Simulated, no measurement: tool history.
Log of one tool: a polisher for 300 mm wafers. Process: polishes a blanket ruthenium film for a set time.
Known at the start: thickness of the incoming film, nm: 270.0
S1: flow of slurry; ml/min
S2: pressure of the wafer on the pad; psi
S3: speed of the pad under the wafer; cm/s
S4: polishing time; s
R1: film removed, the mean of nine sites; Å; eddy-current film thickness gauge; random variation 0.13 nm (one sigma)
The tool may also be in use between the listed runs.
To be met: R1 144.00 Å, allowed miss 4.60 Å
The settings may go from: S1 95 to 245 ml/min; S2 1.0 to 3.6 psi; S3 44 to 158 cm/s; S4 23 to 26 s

| run | hour | S1 | S2 | S3 | S4 | R1 |
|---|---|---|---|---|---|---|
| 1 | 0.0 | 155 | 2.3 | 100 | 26 | 276.61 |
| 2 | 5.4 | 155 | 2.3 | 100 | 23 | 243.80 |
| 3 | 13.5 | 190 | 2.3 | 100 | 23 | 251.97 |
| 4 | 18.3 | 205 | 2.3 | 100 | 23 | 256.96 |
| 5 | 23.6 | 220 | 2.3 | 100 | 23 | 257.52 |
| 6 | 27.3 | 220 | 2.3 | 100 | 23 | 259.14 |
| 7 | 32.5 | 220 | 2.0 | 100 | 23 | 227.03 |
| 8 | 41.4 | 180 | 1.4 | 98 | 23 | 153.00 |
| 9 | 48.7 | 180 | 1.4 | 98 | 23 | 153.61 |

Which of these 5 next moves meets every target?
| A | 56.0 | 160 | 1.1 | 106 | 26 | ? |
| B | 56.0 | 180 | 1.3 | 100 | 26 | ? |
| C | 56.0 | 130 | 1.4 | 104 | 25 | ? |
| D | 56.0 | 170 | 1.5 | 94 | 25 | ? |
| E | 56.0 | 170 | 1.2 | 122 | 24 | ? |

| move | R1 |
|---|---|
| A | 145.00 |
| B | 163.58 |
| C | 164.97 |
| D | 168.20 |
| E | 168.31 |
A: meets every target
B: further off than the last run
C: further off than the last run
D: further off than the last run
E: further off than the last run
The right move is A.

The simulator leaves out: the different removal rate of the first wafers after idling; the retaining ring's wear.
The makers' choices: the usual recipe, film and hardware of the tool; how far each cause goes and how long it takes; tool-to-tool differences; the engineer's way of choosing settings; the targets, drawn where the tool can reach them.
